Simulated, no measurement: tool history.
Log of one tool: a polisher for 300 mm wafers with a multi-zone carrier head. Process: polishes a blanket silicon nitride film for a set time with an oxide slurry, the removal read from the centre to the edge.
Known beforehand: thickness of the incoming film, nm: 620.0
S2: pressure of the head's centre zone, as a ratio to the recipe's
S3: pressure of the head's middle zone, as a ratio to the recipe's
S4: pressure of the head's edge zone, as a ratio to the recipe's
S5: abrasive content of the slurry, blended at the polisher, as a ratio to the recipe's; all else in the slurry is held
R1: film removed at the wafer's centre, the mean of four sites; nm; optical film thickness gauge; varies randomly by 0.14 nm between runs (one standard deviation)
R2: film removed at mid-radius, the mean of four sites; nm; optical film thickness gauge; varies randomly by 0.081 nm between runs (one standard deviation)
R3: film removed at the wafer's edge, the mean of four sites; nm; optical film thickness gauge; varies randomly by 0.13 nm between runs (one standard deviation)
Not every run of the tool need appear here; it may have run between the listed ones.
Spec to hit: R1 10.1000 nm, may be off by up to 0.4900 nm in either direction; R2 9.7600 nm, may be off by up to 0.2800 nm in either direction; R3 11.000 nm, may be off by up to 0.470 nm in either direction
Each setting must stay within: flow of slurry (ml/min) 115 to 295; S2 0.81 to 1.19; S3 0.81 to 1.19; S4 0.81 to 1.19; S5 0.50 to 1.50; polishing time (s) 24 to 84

run 1 hour=0.0 | flow_of_slurry_(ml/min)=190 S2=1.00 S3=1.00 S4=1.00 S5=1.00 polishing_time_(s)=54 | R1=19.1330 R2=19.5340 R3=18.952
run 2 hour=8.1 | flow_of_slurry_(ml/min)=180 S2=0.98 S3=0.96 S4=0.99 S5=0.90 polishing_time_(s)=50 | R1=16.7990 R2=16.5850 R3=16.833
run 3 hour=11.3 | flow_of_slurry_(ml/min)=180 S2=0.98 S3=0.96 S4=0.99 S5=0.90 polishing_time_(s)=42 | R1=13.9570 R2=14.1420 R3=14.093
run 4 hour=13.2 | flow_of_slurry_(ml/min)=135 S2=0.98 S3=0.96 S4=0.99 S5=0.90 polishing_time_(s)=42 | R1=13.0410 R2=13.1340 R3=13.541
run 5 hour=17.4 | flow_of_slurry_(ml/min)=135 S2=1.03 S3=0.96 S4=0.99 S5=0.90 polishing_time_(s)=42 | R1=13.7450 R2=13.2670 R3=13.404
run 6 hour=26.3 | flow_of_slurry_(ml/min)=130 S2=1.00 S3=0.94 S4=0.98 S5=0.80 polishing_time_(s)=42 | R1=12.6060 R2=12.3830 R3=13.309
run 7 hour=27.1 | flow_of_slurry_(ml/min)=135 S2=1.00 S3=0.93 S4=0.97 S5=0.75 polishing_time_(s)=40 | R1=12.1450 R2=11.8940 R3=12.167
run 8 hour=31.1 | flow_of_slurry_(ml/min)=135 S2=1.00 S3=0.93 S4=0.97 S5=0.75 polishing_time_(s)=40 | R1=12.4370 R2=11.5000 R3=11.862
run 9 hour=33.9 | flow_of_slurry_(ml/min)=130 S2=0.97 S3=0.92 S4=0.97 S5=0.70 polishing_time_(s)=40 | R1=11.3700 R2=11.2400 R3=11.634
run 10 hour=35.6 | flow_of_slurry_(ml/min)=125 S2=0.96 S3=0.90 S4=0.97 S5=0.70 polishing_time_(s)=40 | R1=11.1500 R2=10.7900 R3=11.799
run 11 hour=42.7 | flow_of_slurry_(ml/min)=125 S2=0.95 S3=0.89 S4=0.96 S5=0.70 polishing_time_(s)=40 | R1=11.0820 R2=10.8550 R3=11.847
run 12 hour=47.7 | flow_of_slurry_(ml/min)=125 S2=0.94 S3=0.88 S4=0.95 S5=0.65 polishing_time_(s)=40 | R1=10.5990 R2=10.3900 R3=11.390
run 13 hour=52.6 | flow_of_slurry_(ml/min)=125 S2=0.94 S3=0.87 S4=0.94 S5=0.65 polishing_time_(s)=40 | R1=10.6750 R2=10.2600 R3=11.122
run 14 hour=60.9 | flow_of_slurry_(ml/min)=125 S2=0.94 S3=0.87 S4=0.94 S5=0.65 polishing_time_(s)=40 | R1=10.8990 R2=10.3550 R3=11.469
run 15 hour=61.7 | flow_of_slurry_(ml/min)=125 S2=0.94 S3=0.87 S4=0.94 S5=0.65 polishing_time_(s)=40 | R1=10.5490 R2=10.4680 R3=11.409
run 16 hour=68.1 | flow_of_slurry_(ml/min)=125 S2=0.94 S3=0.86 S4=0.94 S5=0.65 polishing_time_(s)=40 | R1=10.7570 R2=10.2180 R3=11.439

Which one of the following 4 next-run settings gets every result inside its allowed miss? There is exactly one.
run A hour=74.5 | flow_of_slurry_(ml/min)=115 S2=0.89 S3=0.81 S4=1.04 S5=0.90 polishing_time_(s)=37 | R1=? R2=? R3=?
run B hour=74.5 | flow_of_slurry_(ml/min)=115 S2=0.85 S3=0.82 S4=0.98 S5=0.60 polishing_time_(s)=44 | R1=? R2=? R3=?
run C hour=74.5 | flow_of_slurry_(ml/min)=125 S2=0.94 S3=0.81 S4=0.98 S5=0.75 polishing_time_(s)=41 | R1=? R2=? R3=?
run D hour=74.5 | flow_of_slurry_(ml/min)=115 S2=0.89 S3=0.81 S4=0.85 S5=0.60 polishing_time_(s)=42 | R1=? R2=? R3=?

move=A R1=9.8246 R2=9.7181 R3=12.102
move=B R1=10.0050 R2=10.4220 R3=12.480
move=C R1=11.1670 R2=10.4730 R3=12.579
move=D R1=9.9547 R2=9.8496 R3=11.156
A: corrects the largest miss of the last run, while another result sits out of spec
B: misses by more than the last run did
C: misses by more than the last run did
D: every result within its allowed miss
D meets every target.
